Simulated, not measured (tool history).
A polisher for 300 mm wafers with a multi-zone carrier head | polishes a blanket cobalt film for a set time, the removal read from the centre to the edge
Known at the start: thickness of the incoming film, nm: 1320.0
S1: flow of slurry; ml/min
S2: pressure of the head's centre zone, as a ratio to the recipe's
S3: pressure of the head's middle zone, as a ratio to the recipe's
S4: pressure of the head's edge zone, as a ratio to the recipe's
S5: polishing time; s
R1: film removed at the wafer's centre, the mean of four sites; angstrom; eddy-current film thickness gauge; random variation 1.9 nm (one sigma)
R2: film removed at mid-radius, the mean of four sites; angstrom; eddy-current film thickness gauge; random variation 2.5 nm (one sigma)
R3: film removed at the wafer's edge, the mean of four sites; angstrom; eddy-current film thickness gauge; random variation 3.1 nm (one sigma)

Run 1, hour 0: S1 195 ml/min, S2 1, S3 1, S4 1, S5 43 s. Result: R1 1674.6 angstrom, R2 1740.9 angstrom, R3 1714.6 angstrom.
Run 2, hour 3.5: S1 195 ml/min, S2 1, S3 0.96, S4 1, S5 43 s. Result: R1 1679.9 angstrom, R2 1692.2 angstrom, R3 1713.6 angstrom.
Run 3, hour 11.6: S1 205 ml/min, S2 1.01, S3 0.99, S4 1.01, S5 45 s. Result: R1 1785.3 angstrom, R2 1833.6 angstrom, R3 1797.6 angstrom.
Run 4, hour 13.6: S1 205 ml/min, S2 1.02, S3 1.01, S4 1.03, S5 47 s. Result: R1 1927.7 angstrom, R2 1934.9 angstrom, R3 1938.6 angstrom.
Run 5, hour 21.6: S1 205 ml/min, S2 1.02, S3 1.05, S4 1.03, S5 47 s. Result: R1 1900.6 angstrom, R2 2008.9 angstrom, R3 1908.3 angstrom.
Run 6, hour 24.9: S1 205 ml/min, S2 1.02, S3 1.05, S4 1.03, S5 52 s. Result: R1 2120.9 angstrom, R2 2195.8 angstrom, R3 2077.5 angstrom.
Run 7, hour 31.5: S1 215 ml/min, S2 1.03, S3 1.07, S4 1.05, S5 53 s. Result: R1 2178 angstrom, R2 2308.5 angstrom, R3 2163.2 angstrom.

Run 8 comes next. What will it give?
Run 8, hour 35.5: S1 220 ml/min, S2 1.04, S3 1.08, S4 1.07, S5 54 s. Result: R1 ?, R2 ?, R3 ?.

Run 8 gave R1 2240 angstrom, R2 2360.3 angstrom, R3 2193.9 angstrom.

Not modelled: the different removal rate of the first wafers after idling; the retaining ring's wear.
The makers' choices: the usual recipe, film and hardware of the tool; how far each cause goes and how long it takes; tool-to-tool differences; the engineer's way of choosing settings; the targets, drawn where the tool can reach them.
